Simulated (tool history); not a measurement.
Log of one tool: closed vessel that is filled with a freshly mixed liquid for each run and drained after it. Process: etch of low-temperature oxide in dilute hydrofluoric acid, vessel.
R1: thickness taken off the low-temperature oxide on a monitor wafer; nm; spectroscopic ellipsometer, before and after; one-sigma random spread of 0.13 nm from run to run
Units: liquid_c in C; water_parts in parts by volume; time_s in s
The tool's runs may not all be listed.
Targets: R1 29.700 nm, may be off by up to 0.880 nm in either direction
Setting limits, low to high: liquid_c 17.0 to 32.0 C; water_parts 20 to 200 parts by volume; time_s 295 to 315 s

{"run": 1, "hour": 0.0, "liquid_c": 24.0, "water_parts": 110, "time_s": 295, "R1": 60.97}
{"run": 2, "hour": 4.6, "liquid_c": 22.5, "water_parts": 120, "time_s": 295, "R1": 53.099}
{"run": 3, "hour": 10.1, "liquid_c": 20.5, "water_parts": 120, "time_s": 295, "R1": 48.519}
{"run": 4, "hour": 16.2, "liquid_c": 20.5, "water_parts": 120, "time_s": 295, "R1": 48.27}
{"run": 5, "hour": 25.2, "liquid_c": 20.5, "water_parts": 120, "time_s": 315, "R1": 52.109}
{"run": 6, "hour": 28.8, "liquid_c": 20.0, "water_parts": 130, "time_s": 315, "R1": 46.563}
{"run": 7, "hour": 33.4, "liquid_c": 19.5, "water_parts": 135, "time_s": 315, "R1": 43.869}
{"run": 8, "hour": 35.5, "liquid_c": 19.0, "water_parts": 140, "time_s": 315, "R1": 40.926}
{"run": 9, "hour": 37.2, "liquid_c": 18.5, "water_parts": 145, "time_s": 315, "R1": 38.883}
{"run": 10, "hour": 45.9, "liquid_c": 18.0, "water_parts": 150, "time_s": 315, "R1": 36.467}
{"run": 11, "hour": 53.7, "liquid_c": 18.0, "water_parts": 150, "time_s": 315, "R1": 36.547}
{"run": 12, "hour": 59.4, "liquid_c": 18.0, "water_parts": 155, "time_s": 315, "R1": 35.421}
{"run": 13, "hour": 67.4, "liquid_c": 18.0, "water_parts": 160, "time_s": 315, "R1": 33.693}
{"run": 14, "hour": 75.6, "liquid_c": 17.5, "water_parts": 165, "time_s": 315, "R1": 32.223}

Consider the 4 candidate settings below. Which is the only one whose results all fall within their allowed miss of target?
{"run": "A", "hour": 83.8, "liquid_c": 18.5, "water_parts": 175, "time_s": 315, "R1": "?"}
{"run": "B", "hour": 83.8, "liquid_c": 18.0, "water_parts": 170, "time_s": 315, "R1": "?"}
{"run": "C", "hour": 83.8, "liquid_c": 19.5, "water_parts": 150, "time_s": 295, "R1": "?"}
{"run": "D", "hour": 83.8, "liquid_c": 18.5, "water_parts": 180, "time_s": 310, "R1": "?"}

move=A R1=30.823
move=B R1=31.273
move=C R1=35.950
move=D R1=29.342
A: gains on the last run, yet a result remains outside its allowed miss
B: gains on the last run, yet a result remains outside its allowed miss
C: further off than the last run
D: hits every target within its allowed miss
D meets every target.

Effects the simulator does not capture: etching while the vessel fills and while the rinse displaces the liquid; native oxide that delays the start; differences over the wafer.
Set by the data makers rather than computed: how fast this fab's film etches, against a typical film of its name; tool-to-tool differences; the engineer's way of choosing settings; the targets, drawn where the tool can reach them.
